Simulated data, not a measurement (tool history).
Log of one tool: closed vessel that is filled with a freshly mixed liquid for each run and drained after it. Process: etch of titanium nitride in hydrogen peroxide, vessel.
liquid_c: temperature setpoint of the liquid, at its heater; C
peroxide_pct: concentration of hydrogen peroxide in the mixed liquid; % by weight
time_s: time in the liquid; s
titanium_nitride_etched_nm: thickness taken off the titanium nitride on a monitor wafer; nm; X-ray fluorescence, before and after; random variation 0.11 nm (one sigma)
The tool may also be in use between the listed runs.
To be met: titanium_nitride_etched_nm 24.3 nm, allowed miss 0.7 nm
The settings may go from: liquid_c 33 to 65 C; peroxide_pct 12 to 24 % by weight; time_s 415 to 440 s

run 1 hour=0 | liquid_c=49 peroxide_pct=16 time_s=415 | titanium_nitride_etched_nm=34.181
run 2 hour=7.8 | liquid_c=49 peroxide_pct=19 time_s=415 | titanium_nitride_etched_nm=35.241
run 3 hour=12 | liquid_c=52 peroxide_pct=19 time_s=415 | titanium_nitride_etched_nm=43.802
run 4 hour=15.3 | liquid_c=49.5 peroxide_pct=19 time_s=415 | titanium_nitride_etched_nm=36.404
run 5 hour=19.5 | liquid_c=48 peroxide_pct=19 time_s=415 | titanium_nitride_etched_nm=32.491
run 6 hour=21.8 | liquid_c=53.5 peroxide_pct=19 time_s=415 | titanium_nitride_etched_nm=48.755
run 7 hour=29.6 | liquid_c=50.5 peroxide_pct=19 time_s=415 | titanium_nitride_etched_nm=39.525
run 8 hour=31 | liquid_c=48.5 peroxide_pct=19 time_s=415 | titanium_nitride_etched_nm=34.05
run 9 hour=38.8 | liquid_c=47 peroxide_pct=19 time_s=415 | titanium_nitride_etched_nm=30.794
run 10 hour=45.8 | liquid_c=46 peroxide_pct=19 time_s=415 | titanium_nitride_etched_nm=28.352
run 11 hour=54.3 | liquid_c=46 peroxide_pct=19 time_s=415 | titanium_nitride_etched_nm=28.65
run 12 hour=61.4 | liquid_c=45.5 peroxide_pct=19 time_s=415 | titanium_nitride_etched_nm=27.398
run 13 hour=67.6 | liquid_c=45 peroxide_pct=19 time_s=415 | titanium_nitride_etched_nm=26.396
run 14 hour=70.8 | liquid_c=44.5 peroxide_pct=19 time_s=415 | titanium_nitride_etched_nm=25.559

5 next moves are on the table. One of them brings every result within its allowed miss. Which?
run A hour=74 | liquid_c=44 peroxide_pct=18.5 time_s=440 | titanium_nitride_etched_nm=?
run B hour=74 | liquid_c=42.5 peroxide_pct=22.5 time_s=440 | titanium_nitride_etched_nm=?
run C hour=74 | liquid_c=44.5 peroxide_pct=15.5 time_s=440 | titanium_nitride_etched_nm=?
run D hour=74 | liquid_c=44.5 peroxide_pct=18 time_s=440 | titanium_nitride_etched_nm=?
run E hour=74 | liquid_c=44 peroxide_pct=15 time_s=415 | titanium_nitride_etched_nm=?

move=A titanium_nitride_etched_nm=25.851
move=B titanium_nitride_etched_nm=24.079
move=C titanium_nitride_etched_nm=25.849
move=D titanium_nitride_etched_nm=26.681
move=E titanium_nitride_etched_nm=23.323
A: further off than the last run
B: meets every target
C: further off than the last run
D: further off than the last run
E: takes the result that was furthest off past its target
The right move is B.
